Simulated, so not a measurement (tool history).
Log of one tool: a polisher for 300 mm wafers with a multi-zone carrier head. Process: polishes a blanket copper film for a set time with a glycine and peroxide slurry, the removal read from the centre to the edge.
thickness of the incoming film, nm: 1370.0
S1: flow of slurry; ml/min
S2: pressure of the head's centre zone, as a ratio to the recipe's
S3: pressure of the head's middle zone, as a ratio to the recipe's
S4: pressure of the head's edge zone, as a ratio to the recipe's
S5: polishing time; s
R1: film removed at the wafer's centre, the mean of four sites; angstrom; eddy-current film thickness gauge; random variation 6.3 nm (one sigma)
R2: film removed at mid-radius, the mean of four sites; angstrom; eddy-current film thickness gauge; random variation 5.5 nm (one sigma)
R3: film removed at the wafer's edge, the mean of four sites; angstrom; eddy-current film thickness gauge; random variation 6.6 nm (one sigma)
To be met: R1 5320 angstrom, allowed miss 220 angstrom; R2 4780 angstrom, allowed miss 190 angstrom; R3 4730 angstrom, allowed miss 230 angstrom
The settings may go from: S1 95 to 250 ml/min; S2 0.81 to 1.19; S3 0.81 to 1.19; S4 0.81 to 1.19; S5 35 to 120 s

Run 1, hour 0: S1 160 ml/min, S2 1, S3 1, S4 1, S5 77 s. Result: R1 4118 angstrom, R2 4118.4 angstrom, R3 4388.6 angstrom.
Run 2, hour 9: S1 175 ml/min, S2 1.05, S3 1.02, S4 1, S5 78 s. Result: R1 4412.9 angstrom, R2 4209.5 angstrom, R3 4573.3 angstrom.
Run 3, hour 12.3: S1 185 ml/min, S2 1.09, S3 1.06, S4 0.96, S5 79 s. Result: R1 4801.5 angstrom, R2 4424 angstrom, R3 4456.5 angstrom.
Run 4, hour 15.3: S1 195 ml/min, S2 1.1, S3 1.07, S4 0.97, S5 80 s. Result: R1 4909.5 angstrom, R2 4549.8 angstrom, R3 4472 angstrom.
Run 5, hour 22.3: S1 195 ml/min, S2 1.1, S3 1.07, S4 0.97, S5 98 s. Result: R1 5934.5 angstrom, R2 5606.2 angstrom, R3 5483.9 angstrom.
Run 6, hour 23.5: S1 195 ml/min, S2 1.1, S3 1.07, S4 0.97, S5 110 s. Result: R1 6625.7 angstrom, R2 6340.6 angstrom, R3 6230.8 angstrom.
Run 7, hour 24.7: S1 190 ml/min, S2 1.1, S3 1.05, S4 0.94, S5 103 s. Result: R1 6299.1 angstrom, R2 5906.9 angstrom, R3 5649.2 angstrom.
Run 8, hour 29.7: S1 190 ml/min, S2 1.1, S3 1.05, S4 0.94, S5 103 s. Result: R1 6206.7 angstrom, R2 5879 angstrom, R3 5826.3 angstrom.
Run 9, hour 34.9: S1 190 ml/min, S2 1.11, S3 1.05, S4 0.94, S5 97 s. Result: R1 5949 angstrom, R2 5486.7 angstrom, R3 5425.4 angstrom.
Run 10, hour 38.8: S1 190 ml/min, S2 1.11, S3 1.05, S4 0.93, S5 93 s. Result: R1 5697.8 angstrom, R2 5183.3 angstrom, R3 5066.7 angstrom.
Run 11, hour 46.2: S1 185 ml/min, S2 1.1, S3 1.04, S4 0.92, S5 92 s. Result: R1 5707.5 angstrom, R2 5177 angstrom, R3 4996.9 angstrom.
Run 12, hour 50.2: S1 185 ml/min, S2 1.1, S3 1.04, S4 0.92, S5 92 s. Result: R1 5561.2 angstrom, R2 5056.3 angstrom, R3 5005.2 angstrom.
Run 13, hour 53.4: S1 180 ml/min, S2 1.1, S3 1.03, S4 0.91, S5 91 s. Result: R1 5420 angstrom, R2 4938.9 angstrom, R3 4953.7 angstrom.

4 next moves are on the table. One of them brings every result within its allowed miss. Which?
Run A, hour 56.6: S1 160 ml/min, S2 1.13, S3 1.02, S4 0.87, S5 89 s. Result: R1 ?, R2 ?, R3 ?.
Run B, hour 56.6: S1 110 ml/min, S2 1.04, S3 0.82, S4 1.02, S5 105 s. Result: R1 ?, R2 ?, R3 ?.
Run C, hour 56.6: S1 155 ml/min, S2 1.12, S3 0.91, S4 0.99, S5 98 s. Result: R1 ?, R2 ?, R3 ?.
Run D, hour 56.6: S1 170 ml/min, S2 0.97, S3 1.06, S4 0.85, S5 100 s. Result: R1 ?, R2 ?, R3 ?.

move      R1      R2      R3
   A  5372.1  4858.6  4713.3
   B  5290.6    4653  5632.4
   C  5820.2  4974.9    5475
   D  5240.3  5652.9  5283.9
A: meets every target
B: further off than the last run
C: further off than the last run
D: further off than the last run
Move A is the one to make.
